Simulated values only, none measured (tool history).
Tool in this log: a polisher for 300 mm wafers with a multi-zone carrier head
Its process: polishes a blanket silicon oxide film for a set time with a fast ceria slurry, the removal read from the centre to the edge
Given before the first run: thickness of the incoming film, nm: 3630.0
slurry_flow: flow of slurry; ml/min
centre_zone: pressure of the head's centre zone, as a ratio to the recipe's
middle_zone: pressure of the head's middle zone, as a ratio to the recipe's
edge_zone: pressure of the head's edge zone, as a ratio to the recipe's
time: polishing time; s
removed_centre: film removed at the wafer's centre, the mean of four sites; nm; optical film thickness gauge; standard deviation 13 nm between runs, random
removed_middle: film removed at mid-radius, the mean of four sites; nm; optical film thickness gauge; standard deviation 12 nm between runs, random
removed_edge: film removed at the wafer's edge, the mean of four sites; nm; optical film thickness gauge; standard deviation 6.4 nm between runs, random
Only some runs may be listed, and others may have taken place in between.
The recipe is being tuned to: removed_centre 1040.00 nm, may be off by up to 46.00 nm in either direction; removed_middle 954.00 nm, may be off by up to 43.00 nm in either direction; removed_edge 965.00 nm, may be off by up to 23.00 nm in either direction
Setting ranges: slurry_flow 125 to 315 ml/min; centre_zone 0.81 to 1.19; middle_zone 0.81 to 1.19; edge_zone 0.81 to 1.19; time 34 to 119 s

run	hour	slurry_flow	centre_zone	middle_zone	edge_zone	time	removed_centre	removed_middle	removed_edge
1	0.0	205	1.00	1.00	1.00	76	816.76	808.48	779.26
2	1.1	235	1.00	1.00	1.00	76	836.86	853.15	797.30
3	7.0	235	1.00	1.07	1.00	76	817.38	896.38	798.90
4	9.0	200	1.00	1.07	1.00	76	803.18	866.61	783.20
5	11.7	205	1.02	1.06	1.03	77	840.86	889.42	801.41
6	12.4	210	1.02	1.03	1.05	79	862.88	869.69	829.99
7	14.7	220	1.03	1.03	1.07	80	905.10	895.80	866.29
8	22.1	275	1.08	1.02	1.16	81	974.60	947.79	941.57
9	29.4	280	1.09	1.02	1.16	81	1016.30	932.65	933.63

Consider the 5 candidate settings below. Which is the only one whose results all fall within their allowed miss of target?
A	36.7	285	1.12	1.05	1.12	79	?	?	?
B	36.7	275	1.09	1.03	1.17	79	?	?	?
C	36.7	255	1.06	0.96	1.15	81	?	?	?
D	36.7	315	1.17	1.11	1.19	76	?	?	?
E	36.7	295	1.13	1.03	1.19	81	?	?	?

move	removed_centre	removed_middle	removed_edge
A	1004.40	951.55	900.21
B	971.32	931.17	917.28
C	954.72	889.01	924.68
D	1026.10	973.13	902.32
E	1044.80	964.51	956.24
A: the biggest miss grows against the last run
B: the biggest miss grows against the last run
C: the biggest miss grows against the last run
D: the biggest miss grows against the last run
E: meets every target
The right move is E.
